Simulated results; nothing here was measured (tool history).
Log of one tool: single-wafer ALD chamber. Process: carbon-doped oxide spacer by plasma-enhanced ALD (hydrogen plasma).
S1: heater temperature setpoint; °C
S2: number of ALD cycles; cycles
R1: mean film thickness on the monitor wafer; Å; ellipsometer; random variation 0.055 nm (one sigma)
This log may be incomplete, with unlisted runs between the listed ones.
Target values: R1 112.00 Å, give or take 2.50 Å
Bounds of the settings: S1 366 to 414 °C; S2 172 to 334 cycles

{"run": 1, "hour": 0.0, "S1": 390, "S2": 253, "R1": 142.22}
{"run": 2, "hour": 3.7, "S1": 390, "S2": 274, "R1": 154.67}
{"run": 3, "hour": 10.0, "S1": 390, "S2": 261, "R1": 146.43}
{"run": 4, "hour": 18.1, "S1": 390, "S2": 250, "R1": 141.61}
{"run": 5, "hour": 21.9, "S1": 390, "S2": 239, "R1": 134.56}
{"run": 6, "hour": 23.0, "S1": 390, "S2": 232, "R1": 130.51}
{"run": 7, "hour": 28.0, "S1": 390, "S2": 226, "R1": 127.52}
{"run": 8, "hour": 34.7, "S1": 390, "S2": 186, "R1": 104.95}

Which single option among these 5 for the next run brings every result within its allowed miss of target? Just one does.
{"run": "A", "hour": 41.4, "S1": 386, "S2": 189, "R1": "?"}
{"run": "B", "hour": 41.4, "S1": 399, "S2": 189, "R1": "?"}
{"run": "C", "hour": 41.4, "S1": 388, "S2": 187, "R1": "?"}
{"run": "D", "hour": 41.4, "S1": 394, "S2": 200, "R1": "?"}
{"run": "E", "hour": 41.4, "S1": 389, "S2": 186, "R1": "?"}

move=A R1=107.17
move=B R1=107.17
move=C R1=106.03
move=D R1=113.41
move=E R1=105.47
A: nearer the targets than the last run, but a result is still out of spec
B: nearer the targets than the last run, but a result is still out of spec
C: nearer the targets than the last run, but a result is still out of spec
D: meets every target
E: nearer the targets than the last run, but a result is still out of spec
Answer: D
